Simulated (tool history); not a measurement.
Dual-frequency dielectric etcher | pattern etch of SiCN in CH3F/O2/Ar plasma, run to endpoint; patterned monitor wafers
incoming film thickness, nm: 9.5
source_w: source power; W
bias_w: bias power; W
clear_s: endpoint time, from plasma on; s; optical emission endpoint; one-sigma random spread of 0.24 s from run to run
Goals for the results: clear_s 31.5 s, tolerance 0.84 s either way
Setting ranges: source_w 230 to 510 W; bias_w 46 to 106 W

run	hour	source_w	bias_w	clear_s
1	0	370	76	26.1
2	8.8	310	76	27.382
3	16.9	290	71	28.971
4	21.9	290	78	27.487
5	25.2	290	84	26.651
6	30.7	290	78	28.097
7	35.7	270	75	28.577
8	43.8	260	72	30.291
9	50.7	250	72	30.347
10	55.8	250	71	30.797

Which of these 4 next moves meets every target?
A	60.9	250	72	?
B	60.9	290	72	?
C	60.9	230	71	?
D	60.9	260	75	?

move	clear_s
A	30.127
B	28.814
C	31.091
D	29.174
A: lands further from the targets than the last run did
B: lands further from the targets than the last run did
C: every result within its allowed miss
D: lands further from the targets than the last run did
The move that meets every target is C.

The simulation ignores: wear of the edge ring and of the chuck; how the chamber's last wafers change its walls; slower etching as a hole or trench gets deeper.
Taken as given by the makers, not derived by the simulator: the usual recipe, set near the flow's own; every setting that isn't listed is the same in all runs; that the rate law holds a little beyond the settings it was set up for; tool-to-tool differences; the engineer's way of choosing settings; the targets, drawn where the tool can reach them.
